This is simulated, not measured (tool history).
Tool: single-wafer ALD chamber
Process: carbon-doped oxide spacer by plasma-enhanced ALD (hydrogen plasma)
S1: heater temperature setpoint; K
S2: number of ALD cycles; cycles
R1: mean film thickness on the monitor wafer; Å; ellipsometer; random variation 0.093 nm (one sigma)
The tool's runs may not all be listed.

run 1 day=0 | S1=658.15 S2=319 | R1=161.16
run 2 day=0.317 | S1=658.15 S2=280 | R1=141.39
run 3 day=0.688 | S1=664.15 S2=280 | R1=141.08
run 4 day=0.808 | S1=664.15 S2=293 | R1=147.02
run 5 day=0.908 | S1=664.15 S2=269 | R1=134.99
run 6 day=1.154 | S1=664.15 S2=283 | R1=142.12
run 7 day=1.438 | S1=664.15 S2=334 | R1=168.61
run 8 day=1.671 | S1=664.15 S2=340 | R1=171.17

Forecast run 9:
run 9 day=1.888 | S1=664.15 S2=345 | R1=?

Run 9 gave R1 173.79 Å.
